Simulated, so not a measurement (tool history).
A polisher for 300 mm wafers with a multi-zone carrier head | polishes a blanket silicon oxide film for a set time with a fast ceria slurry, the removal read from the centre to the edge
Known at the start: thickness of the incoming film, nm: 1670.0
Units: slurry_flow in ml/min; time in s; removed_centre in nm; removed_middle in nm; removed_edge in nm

run 1 day=0 | slurry_flow=125 centre_zone=1 middle_zone=1 edge_zone=1 time=27 | removed_centre=745.67 removed_middle=645.77 removed_edge=657.08
run 2 day=0.217 | slurry_flow=125 centre_zone=1 middle_zone=1 edge_zone=1 time=33 | removed_centre=906.07 removed_middle=791.04 removed_edge=802.29
run 3 day=0.45 | slurry_flow=120 centre_zone=0.98 middle_zone=1.01 edge_zone=0.98 time=32 | removed_centre=867.63 removed_middle=769.68 removed_edge=759.36
run 4 day=0.712 | slurry_flow=120 centre_zone=0.98 middle_zone=1.01 edge_zone=1.01 time=32 | removed_centre=863.09 removed_middle=755.58 removed_edge=775.1
-- day=0.85 centre zone pressure recalibrated
run 5 day=0.85 | slurry_flow=120 centre_zone=0.98 middle_zone=1.09 edge_zone=1.01 time=32 | removed_centre=755.7 removed_middle=812.08 removed_edge=767.9
run 6 day=1.05 | slurry_flow=120 centre_zone=0.98 middle_zone=1.09 edge_zone=1.01 time=38 | removed_centre=896.39 removed_middle=979.16 removed_edge=939.04
run 7 day=1.083 | slurry_flow=115 centre_zone=0.98 middle_zone=1.1 edge_zone=1 time=36 | removed_centre=846.07 removed_middle=918.35 removed_edge=863.19
run 8 day=1.412 | slurry_flow=110 centre_zone=0.98 middle_zone=1.11 edge_zone=0.99 time=34 | removed_centre=790.28 removed_middle=863.89 removed_edge=797.54
run 9 day=1.438 | slurry_flow=105 centre_zone=0.97 middle_zone=1.12 edge_zone=0.98 time=32 | removed_centre=717.85 removed_middle=797.76 removed_edge=732.84

Run 10 comes next. What will it give?
run 10 day=1.8 | slurry_flow=100 centre_zone=0.96 middle_zone=1.12 edge_zone=0.97 time=31 | removed_centre=? removed_middle=? removed_edge=?

{"run 10": {"removed_centre": 681.39, "removed_middle": 770.71, "removed_edge": 692.3}}
